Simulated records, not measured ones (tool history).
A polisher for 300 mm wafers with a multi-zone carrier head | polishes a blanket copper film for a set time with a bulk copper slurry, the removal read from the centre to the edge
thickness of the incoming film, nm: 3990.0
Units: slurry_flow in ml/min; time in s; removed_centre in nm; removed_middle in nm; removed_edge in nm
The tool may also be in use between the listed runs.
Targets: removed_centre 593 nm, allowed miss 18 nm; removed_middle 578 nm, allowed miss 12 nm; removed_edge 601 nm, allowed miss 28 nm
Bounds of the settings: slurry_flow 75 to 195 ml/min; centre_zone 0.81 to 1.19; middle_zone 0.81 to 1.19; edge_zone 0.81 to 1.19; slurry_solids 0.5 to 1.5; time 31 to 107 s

run  hour  slurry_flow  centre_zone  middle_zone  edge_zone  slurry_solids  time  removed_centre  removed_middle  removed_edge
  1     0          125            1            1          1              1    69          893.13          925.37        927.88
  2     1          125            1            1       0.92              1    69          886.08          924.67        878.73
  3    10          125            1            1       0.92           1.15    69          921.59          947.95        906.12
  4  10.7          125            1            1       0.99           1.15    69          908.55          949.58        897.66
  5  12.8          125            1         0.99       0.98            1.1    64          830.71          852.54        855.24
  6    14          125         0.95         0.99       0.98            1.1    64          803.37          870.04        862.84
  7  18.9          120         0.97         0.99       0.96              1    61          759.58          807.71        779.47
  8  20.9          115         0.97         0.96       0.94            0.9    60          724.62          750.15        744.94
  9  26.5          115         0.97         0.96       0.94            0.9    60          726.09          748.62        752.68
 10  33.3          110         0.97         0.95       0.92           0.85    59           702.6          720.44        714.26
 11  38.1          105         0.96         0.93        0.9            0.8    59          686.81          690.87        700.86
 12  43.3          105         0.96         0.93        0.9            0.8    59          688.73          693.24         697.3

Which of these 5 next moves meets every target?
  A  48.5           95         0.87         0.87       1.05              1    51               ?               ?             ?
  B  48.5          100          0.9         0.97        0.9           0.85    51               ?               ?             ?
  C  48.5          110         0.96         0.88       0.88           0.85    51               ?               ?             ?
  D  48.5          100         0.83         0.84       1.07            0.7    58               ?               ?             ?
  E  48.5          120         0.95         1.11       0.83            0.8    51               ?               ?             ?

move  removed_centre  removed_middle  removed_edge
   A          535.06          573.83        657.14
   B          544.86          619.29         599.1
   C          590.06          582.78        602.01
   D          560.47          607.82        720.62
   E          591.94          714.21        586.43
A: brings the result that was furthest off to its target, and leaves another outside
B: nearer than the last run, and not there yet
C: meets every target
D: nearer than the last run, and not there yet
E: further off than the last run
The right move is C.
